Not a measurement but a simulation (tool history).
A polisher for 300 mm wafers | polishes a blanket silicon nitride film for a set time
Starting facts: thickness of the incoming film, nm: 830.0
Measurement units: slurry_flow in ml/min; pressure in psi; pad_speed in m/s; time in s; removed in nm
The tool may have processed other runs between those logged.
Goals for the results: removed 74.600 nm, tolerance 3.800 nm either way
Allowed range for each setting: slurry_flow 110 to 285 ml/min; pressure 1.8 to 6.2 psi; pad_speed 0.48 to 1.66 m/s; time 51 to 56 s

{"run": 1, "day": 0.0, "slurry_flow": 180, "pressure": 4.0, "pad_speed": 1.06, "time": 56, "removed": 131.91}
{"run": 2, "day": 0.338, "slurry_flow": 180, "pressure": 4.0, "pad_speed": 0.78, "time": 56, "removed": 109.03}
{"run": 3, "day": 0.488, "slurry_flow": 180, "pressure": 3.6, "pad_speed": 0.76, "time": 56, "removed": 94.17}
{"run": 4, "day": 0.512, "slurry_flow": 215, "pressure": 3.6, "pad_speed": 0.76, "time": 56, "removed": 97.728}
{"run": 5, "day": 0.6, "slurry_flow": 215, "pressure": 3.3, "pad_speed": 0.76, "time": 56, "removed": 88.647}
{"run": 6, "day": 0.788, "slurry_flow": 215, "pressure": 3.1, "pad_speed": 0.76, "time": 56, "removed": 84.95}
{"run": 7, "day": 0.846, "slurry_flow": 210, "pressure": 2.5, "pad_speed": 0.74, "time": 56, "removed": 67.714}
{"run": 8, "day": 0.871, "slurry_flow": 210, "pressure": 2.6, "pad_speed": 0.74, "time": 56, "removed": 70.826}

Consider the 4 candidate settings below. Which is the only one whose results all fall within their allowed miss of target?
{"run": "A", "day": 0.896, "slurry_flow": 240, "pressure": 2.5, "pad_speed": 0.8, "time": 53, "removed": "?"}
{"run": "B", "day": 0.896, "slurry_flow": 165, "pressure": 2.9, "pad_speed": 0.76, "time": 54, "removed": "?"}
{"run": "C", "day": 0.896, "slurry_flow": 210, "pressure": 2.5, "pad_speed": 0.78, "time": 55, "removed": "?"}
{"run": "D", "day": 0.896, "slurry_flow": 195, "pressure": 2.4, "pad_speed": 0.76, "time": 56, "removed": "?"}

move=A removed=67.658
move=B removed=73.110
move=C removed=67.948
move=D removed=64.766
A: misses by more than the last run did
B: each result inside its tolerance
C: misses by more than the last run did
D: misses by more than the last run did
Move B is the one to make.

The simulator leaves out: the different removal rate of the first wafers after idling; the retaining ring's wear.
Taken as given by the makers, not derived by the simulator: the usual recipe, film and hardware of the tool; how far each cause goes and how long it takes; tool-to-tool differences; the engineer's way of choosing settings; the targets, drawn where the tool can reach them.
